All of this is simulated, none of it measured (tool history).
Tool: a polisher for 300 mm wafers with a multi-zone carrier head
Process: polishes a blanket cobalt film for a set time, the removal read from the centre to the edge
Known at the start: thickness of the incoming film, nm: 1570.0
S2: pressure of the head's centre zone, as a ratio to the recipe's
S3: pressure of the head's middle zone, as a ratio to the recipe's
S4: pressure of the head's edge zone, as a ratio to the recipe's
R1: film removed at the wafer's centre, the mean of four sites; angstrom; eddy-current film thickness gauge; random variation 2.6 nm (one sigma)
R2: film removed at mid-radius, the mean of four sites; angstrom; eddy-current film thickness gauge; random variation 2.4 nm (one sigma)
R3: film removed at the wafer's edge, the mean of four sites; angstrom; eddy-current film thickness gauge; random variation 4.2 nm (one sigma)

run 1 day=0.000 | flow_of_slurry_(ml/min)=125 S2=1.00 S3=1.00 S4=1.00 polishing_time_(s)=70 | R1=2655.0 R2=2660.9 R3=2687.1
run 2 day=0.233 | flow_of_slurry_(ml/min)=125 S2=1.00 S3=1.05 S4=1.00 polishing_time_(s)=70 | R1=2606.9 R2=2774.6 R3=2676.8
run 3 day=0.542 | flow_of_slurry_(ml/min)=125 S2=1.00 S3=0.98 S4=1.00 polishing_time_(s)=70 | R1=2610.8 R2=2593.4 R3=2680.4
run 4 day=0.571 | flow_of_slurry_(ml/min)=130 S2=1.00 S3=0.99 S4=1.02 polishing_time_(s)=71 | R1=2722.2 R2=2681.2 R3=2811.6
run 5 day=0.600 | flow_of_slurry_(ml/min)=130 S2=1.00 S3=0.99 S4=1.02 polishing_time_(s)=65 | R1=2453.8 R2=2463.1 R3=2565.9
run 6 day=0.762 | flow_of_slurry_(ml/min)=130 S2=1.00 S3=1.06 S4=1.02 polishing_time_(s)=65 | R1=2468.8 R2=2634.9 R3=2504.1

Run 7 comes next. What will it give?
run 7 day=1.096 | flow_of_slurry_(ml/min)=165 S2=0.95 S3=1.05 S4=1.12 polishing_time_(s)=84 | R1=? R2=? R3=?

{"run 7": {"R1": 3213.8, "R2": 3505.9, "R3": 3461.7}}

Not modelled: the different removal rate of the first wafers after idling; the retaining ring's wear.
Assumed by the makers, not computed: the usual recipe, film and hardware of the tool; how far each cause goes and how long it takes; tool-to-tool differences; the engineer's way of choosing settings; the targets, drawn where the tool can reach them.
